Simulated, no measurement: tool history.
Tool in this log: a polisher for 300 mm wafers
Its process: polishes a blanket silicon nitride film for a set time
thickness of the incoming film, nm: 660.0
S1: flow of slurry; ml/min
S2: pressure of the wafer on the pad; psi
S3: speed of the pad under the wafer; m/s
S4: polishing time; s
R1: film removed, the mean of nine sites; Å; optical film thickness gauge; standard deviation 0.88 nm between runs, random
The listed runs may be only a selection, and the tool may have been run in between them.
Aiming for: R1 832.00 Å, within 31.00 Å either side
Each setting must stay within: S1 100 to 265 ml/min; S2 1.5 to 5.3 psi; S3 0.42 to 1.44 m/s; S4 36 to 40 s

run,day,S1,S2,S3,S4,R1
1,0.000,170,3.4,0.92,40,674.88
2,0.296,170,3.5,0.92,40,699.76
3,0.504,205,3.5,0.92,40,719.40
4,0.650,205,3.5,0.92,40,705.86
5,1.008,205,2.9,0.92,40,596.13
6,1.104,205,2.9,0.92,40,597.93
7,1.254,205,3.1,0.92,40,636.08
8,1.575,205,3.2,0.92,40,648.00
9,1.838,205,3.3,0.92,40,681.40
10,2.054,205,3.4,0.92,40,696.00

Exactly one of the 4 candidate moves below puts every result within its allowed miss. Which one?
A,2.271,195,3.9,1.02,39,?
B,2.271,205,3.4,0.82,37,?
C,2.271,230,5.0,0.84,40,?
D,2.271,185,3.4,1.06,40,?

move,R1
A,821.86
B,576.34
C,936.74
D,756.04
A: every result lands within tolerance
B: moves away from the targets compared with the last run
C: takes the biggest miss from the last run beyond its target
D: better than the last run, though not everything is in spec
Correct choice: A, which meets every target
